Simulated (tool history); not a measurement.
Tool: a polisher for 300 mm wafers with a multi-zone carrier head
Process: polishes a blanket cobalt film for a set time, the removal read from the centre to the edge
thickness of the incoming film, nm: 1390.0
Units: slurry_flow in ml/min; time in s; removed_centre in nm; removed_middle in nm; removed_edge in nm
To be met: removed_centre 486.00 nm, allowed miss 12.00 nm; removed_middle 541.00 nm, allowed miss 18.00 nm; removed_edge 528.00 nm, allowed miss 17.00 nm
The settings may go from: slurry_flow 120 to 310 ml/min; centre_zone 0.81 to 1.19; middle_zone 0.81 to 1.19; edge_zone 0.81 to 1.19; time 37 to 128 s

run	hour	slurry_flow	centre_zone	middle_zone	edge_zone	time	removed_centre	removed_middle	removed_edge
1	0.0	200	1.00	1.00	1.00	82	556.75	562.31	528.86
2	2.0	185	0.98	1.00	1.01	82	535.00	559.84	528.48
3	2.8	185	0.98	1.00	1.07	82	536.95	547.77	540.21
4	8.3	175	0.97	1.00	1.07	82	526.31	542.29	539.36
5	16.0	175	0.97	1.00	1.03	82	523.09	554.66	528.35
6	16.6	165	0.96	1.00	1.04	82	516.67	529.21	519.27
7	25.6	165	0.95	1.01	1.05	82	505.58	547.12	518.64
8	32.2	160	0.94	1.01	1.06	82	499.97	543.44	525.99

Which of these 5 next moves meets every target?
A	38.8	180	0.87	0.97	0.90	82	?	?	?
B	38.8	120	0.99	0.97	1.08	87	?	?	?
C	38.8	185	0.92	1.02	1.01	83	?	?	?
D	38.8	185	0.90	1.01	1.08	80	?	?	?
E	38.8	240	0.93	0.96	1.12	79	?	?	?

move	removed_centre	removed_middle	removed_edge
A	483.01	539.49	496.05
B	514.52	520.74	535.82
C	515.69	570.12	530.79
D	487.77	545.34	528.28
E	517.24	538.39	546.95
A: brings the result that was furthest off to its target, and leaves another outside
B: further off than the last run
C: further off than the last run
D: meets every target
E: further off than the last run
Answer: D

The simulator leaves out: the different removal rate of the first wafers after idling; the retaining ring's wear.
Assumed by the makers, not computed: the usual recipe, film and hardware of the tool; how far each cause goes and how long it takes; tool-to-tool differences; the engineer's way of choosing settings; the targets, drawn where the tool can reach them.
